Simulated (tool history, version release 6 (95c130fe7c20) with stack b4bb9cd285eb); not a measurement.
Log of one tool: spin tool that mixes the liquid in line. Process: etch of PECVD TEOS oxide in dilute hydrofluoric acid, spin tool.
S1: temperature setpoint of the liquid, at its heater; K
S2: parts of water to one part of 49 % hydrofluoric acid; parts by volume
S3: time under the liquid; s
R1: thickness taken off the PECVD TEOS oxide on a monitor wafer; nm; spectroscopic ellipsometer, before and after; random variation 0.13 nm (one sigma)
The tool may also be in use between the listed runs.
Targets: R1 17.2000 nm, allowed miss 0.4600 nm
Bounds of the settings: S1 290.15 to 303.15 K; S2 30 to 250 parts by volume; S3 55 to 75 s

run	hour	S1	S2	S3	R1
1	0.0	295.15	140	75	7.5581
2	6.5	295.15	105	75	10.3890
3	15.0	297.15	100	75	12.0340
4	21.9	297.15	150	75	7.4711
5	26.0	298.65	135	75	9.0558
6	34.3	298.65	160	75	7.2990
7	41.8	298.65	160	75	7.3389
8	49.8	302.65	105	75	13.9500
9	52.0	302.65	100	75	15.0240
10	60.3	302.65	95	75	15.6440
11	68.4	302.65	95	75	15.7310

Which of these 4 next moves meets every target?
A	76.5	302.15	80	75	?
B	76.5	303.15	90	75	?
C	76.5	302.65	85	75	?
D	76.5	301.15	80	75	?

move	R1
A	18.7960
B	17.1110
C	17.9040
D	18.0830
A: takes the result that was furthest off past its target
B: meets every target
C: takes the result that was furthest off past its target
D: takes the result that was furthest off past its target
Move B is the one to make.
